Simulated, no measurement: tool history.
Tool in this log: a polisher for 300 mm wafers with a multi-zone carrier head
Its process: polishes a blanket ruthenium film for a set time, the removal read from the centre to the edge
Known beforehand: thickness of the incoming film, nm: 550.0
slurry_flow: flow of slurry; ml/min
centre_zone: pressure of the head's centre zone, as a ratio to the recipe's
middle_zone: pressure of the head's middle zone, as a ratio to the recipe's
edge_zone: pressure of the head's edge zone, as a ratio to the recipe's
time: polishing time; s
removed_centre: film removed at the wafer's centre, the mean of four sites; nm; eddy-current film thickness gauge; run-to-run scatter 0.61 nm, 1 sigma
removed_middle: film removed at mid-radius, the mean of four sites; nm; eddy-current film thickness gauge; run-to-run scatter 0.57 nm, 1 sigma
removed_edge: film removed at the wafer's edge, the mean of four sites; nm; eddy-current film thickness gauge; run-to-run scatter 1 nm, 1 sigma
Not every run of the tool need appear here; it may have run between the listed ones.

run  hour  slurry_flow  centre_zone  middle_zone  edge_zone  time  removed_centre  removed_middle  removed_edge
  1     0          240            1            1          1    86             106          110.78         110.3
  2   2.3          240            1            1       0.93    86          107.73          110.98         108.4
  3  10.2          200            1            1       0.93    86          105.96          108.05         107.7
  4    18          200            1         0.93       0.93    86          105.36          102.36        105.83
  5  26.3          200            1         0.93       0.93   102          125.34          121.46        124.89
  6  34.3          200         0.98          0.9        0.9    93          111.24          108.17        114.66
  7  39.8          190            1         0.88       0.85    69          83.427          78.402        82.341

What will run 8 give?
  8  45.3          205            1         0.88       0.88    69               ?               ?             ?

removed_centre: 85.17 nm
removed_middle: 78.778 nm
removed_edge: 84.27 nm
